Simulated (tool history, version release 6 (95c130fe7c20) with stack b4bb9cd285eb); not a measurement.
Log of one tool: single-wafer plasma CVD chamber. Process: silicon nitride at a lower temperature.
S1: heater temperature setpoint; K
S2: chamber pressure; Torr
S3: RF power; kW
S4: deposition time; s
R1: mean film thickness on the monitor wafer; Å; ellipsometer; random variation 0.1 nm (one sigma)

run	hour	S1	S2	S3	S4	R1
1	0	643.15	1.23	0.295	43.2	395.35
2	1.6	643.15	1.12	0.285	43.2	369.78
3	10	650.15	1.12	0.285	43.2	368.75
4	16.3	650.15	1.02	0.285	43.2	363.7
5	23.8	650.15	1.19	0.285	43.2	376.24
6	25.5	650.15	1.19	0.285	43.2	377.1
7	29.4	650.15	1.09	0.28	43.2	362.29

Forecast run 8:
8	37.8	650.15	1.01	0.275	43.2	?

{"run 8": {"R1": 347.81}}
